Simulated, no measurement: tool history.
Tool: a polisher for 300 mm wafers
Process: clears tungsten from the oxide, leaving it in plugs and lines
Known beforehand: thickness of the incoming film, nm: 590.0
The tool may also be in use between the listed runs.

run  hour  flow of slurry (ml/min)  pressure of the wafer on the pad (psi)  speed of the pad under the wafer (m/s)  abrasive content of the slurry  overpolish time after the end point (s)  time until the end point was called (s)
  1     0                      270                                     4.2                                    1.12                               1                                       13                                   83.019
  2   8.5                      270                                     5.2                                    1.12                               1                                       13                                   67.814
  3  13.7                      270                                     4.8                                    1.12                               1                                       13                                   72.501
  4  21.7                      270                                     4.8                                    1.12                             0.8                                       13                                   75.337
  5  23.4                      270                                     4.8                                    1.12                               1                                       13                                   72.384
  6  26.1                      270                                     4.8                                    1.12                             1.1                                       13                                   71.187
  7  27.4                      270                                     4.5                                    1.12                             1.1                                       13                                   76.073
  8  32.1                      270                                     4.2                                    1.12                             1.1                                       13                                   80.318
  9  32.9                      270                                     3.9                                    1.12                             1.1                                       13                                   86.175
 10    40                      270                                     3.7                                    1.12                             1.1                                       13                                   89.877
 11  43.3                      270                                     3.5                                    1.12                             1.1                                       13                                   93.749
 12    50                      270                                     3.4                                    1.12                             1.1                                       13                                     95.6
 13  53.9                      270                                     3.3                                    1.12                             1.1                                       13                                   98.445

Run 14 has not been measured yet. What should we expect?
 14  57.9                      260                                     2.4                                    1.12                             1.1                                       13                                        ?

Run 14 yielded time until the end point was called (s) 129.12.
